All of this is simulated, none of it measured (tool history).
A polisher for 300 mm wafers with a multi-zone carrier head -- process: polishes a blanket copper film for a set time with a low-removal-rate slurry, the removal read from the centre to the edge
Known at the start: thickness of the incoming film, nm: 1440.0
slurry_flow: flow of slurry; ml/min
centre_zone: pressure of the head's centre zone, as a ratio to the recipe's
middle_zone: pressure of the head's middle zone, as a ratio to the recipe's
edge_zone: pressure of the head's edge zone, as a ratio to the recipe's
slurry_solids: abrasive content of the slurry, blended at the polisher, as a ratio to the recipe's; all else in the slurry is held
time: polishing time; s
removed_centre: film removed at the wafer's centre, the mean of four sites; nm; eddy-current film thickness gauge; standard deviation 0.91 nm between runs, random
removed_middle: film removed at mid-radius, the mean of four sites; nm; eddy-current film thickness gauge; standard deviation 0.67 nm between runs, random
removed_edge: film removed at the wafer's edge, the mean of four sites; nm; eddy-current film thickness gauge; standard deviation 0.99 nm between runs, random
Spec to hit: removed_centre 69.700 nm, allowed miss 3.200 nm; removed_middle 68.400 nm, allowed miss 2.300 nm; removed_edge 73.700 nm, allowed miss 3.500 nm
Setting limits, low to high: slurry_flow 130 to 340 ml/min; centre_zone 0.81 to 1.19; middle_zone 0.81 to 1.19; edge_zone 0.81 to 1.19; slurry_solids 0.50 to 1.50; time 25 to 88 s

run 1 hour=0.0 | slurry_flow=220 centre_zone=1.00 middle_zone=1.00 edge_zone=1.00 slurry_solids=1.00 time=56 | removed_centre=123.040 removed_middle=126.450 removed_edge=124.710
run 2 hour=8.1 | slurry_flow=215 centre_zone=0.99 middle_zone=0.98 edge_zone=0.99 slurry_solids=0.95 time=54 | removed_centre=117.470 removed_middle=117.570 removed_edge=118.360
run 3 hour=10.0 | slurry_flow=215 centre_zone=0.99 middle_zone=0.98 edge_zone=0.99 slurry_solids=1.10 time=54 | removed_centre=119.720 removed_middle=122.160 removed_edge=122.990
run 4 hour=18.7 | slurry_flow=215 centre_zone=0.99 middle_zone=0.98 edge_zone=0.99 slurry_solids=1.10 time=43 | removed_centre=94.844 removed_middle=97.045 removed_edge=95.211
run 5 hour=26.5 | slurry_flow=215 centre_zone=0.99 middle_zone=0.98 edge_zone=0.99 slurry_solids=1.20 time=43 | removed_centre=96.336 removed_middle=98.336 removed_edge=96.546
run 6 hour=32.9 | slurry_flow=215 centre_zone=0.98 middle_zone=0.97 edge_zone=0.98 slurry_solids=1.15 time=42 | removed_centre=93.677 removed_middle=94.996 removed_edge=94.494
run 7 hour=33.5 | slurry_flow=215 centre_zone=0.97 middle_zone=0.96 edge_zone=0.98 slurry_solids=1.10 time=41 | removed_centre=91.214 removed_middle=91.150 removed_edge=91.139
run 8 hour=40.6 | slurry_flow=210 centre_zone=0.96 middle_zone=0.95 edge_zone=0.98 slurry_solids=1.05 time=40 | removed_centre=85.809 removed_middle=86.199 removed_edge=88.788
run 9 hour=45.9 | slurry_flow=210 centre_zone=0.95 middle_zone=0.95 edge_zone=0.97 slurry_solids=1.00 time=40 | removed_centre=83.398 removed_middle=86.767 removed_edge=87.332
run 10 hour=54.8 | slurry_flow=210 centre_zone=0.95 middle_zone=0.94 edge_zone=0.96 slurry_solids=0.95 time=40 | removed_centre=83.171 removed_middle=85.525 removed_edge=85.042
run 11 hour=63.3 | slurry_flow=205 centre_zone=0.94 middle_zone=0.93 edge_zone=0.96 slurry_solids=0.90 time=40 | removed_centre=81.168 removed_middle=82.467 removed_edge=85.489
run 12 hour=70.7 | slurry_flow=215 centre_zone=0.92 middle_zone=0.90 edge_zone=0.87 slurry_solids=0.65 time=34 | removed_centre=63.512 removed_middle=65.331 removed_edge=66.960

Of the 5 settings listed for the next run, only one would bring every result within its allowed miss of target. Which one?
run A hour=78.1 | slurry_flow=220 centre_zone=0.89 middle_zone=0.83 edge_zone=0.87 slurry_solids=0.75 time=37 | removed_centre=? removed_middle=? removed_edge=?
run B hour=78.1 | slurry_flow=180 centre_zone=0.82 middle_zone=0.90 edge_zone=0.99 slurry_solids=0.50 time=38 | removed_centre=? removed_middle=? removed_edge=?
run C hour=78.1 | slurry_flow=220 centre_zone=0.97 middle_zone=0.91 edge_zone=0.82 slurry_solids=0.60 time=35 | removed_centre=? removed_middle=? removed_edge=?
run D hour=78.1 | slurry_flow=220 centre_zone=0.92 middle_zone=0.84 edge_zone=0.92 slurry_solids=0.65 time=41 | removed_centre=? removed_middle=? removed_edge=?
run E hour=78.1 | slurry_flow=185 centre_zone=1.06 middle_zone=0.82 edge_zone=0.96 slurry_solids=0.60 time=37 | removed_centre=? removed_middle=? removed_edge=?

move=A removed_centre=69.009 removed_middle=67.088 removed_edge=72.639
move=B removed_centre=60.063 removed_middle=67.921 removed_edge=73.333
move=C removed_centre=68.757 removed_middle=66.058 removed_edge=64.526
move=D removed_centre=77.275 removed_middle=73.347 removed_edge=80.685
move=E removed_centre=78.018 removed_middle=63.021 removed_edge=72.506
A: every result lands within tolerance
B: its largest miss is bigger than the last run's
C: gets the furthest-off result to its target, but another result is out of tolerance
D: carries the result that was furthest off beyond its target, to the other side
E: carries the result that was furthest off beyond its target, to the other side
Correct choice: A, which meets every target

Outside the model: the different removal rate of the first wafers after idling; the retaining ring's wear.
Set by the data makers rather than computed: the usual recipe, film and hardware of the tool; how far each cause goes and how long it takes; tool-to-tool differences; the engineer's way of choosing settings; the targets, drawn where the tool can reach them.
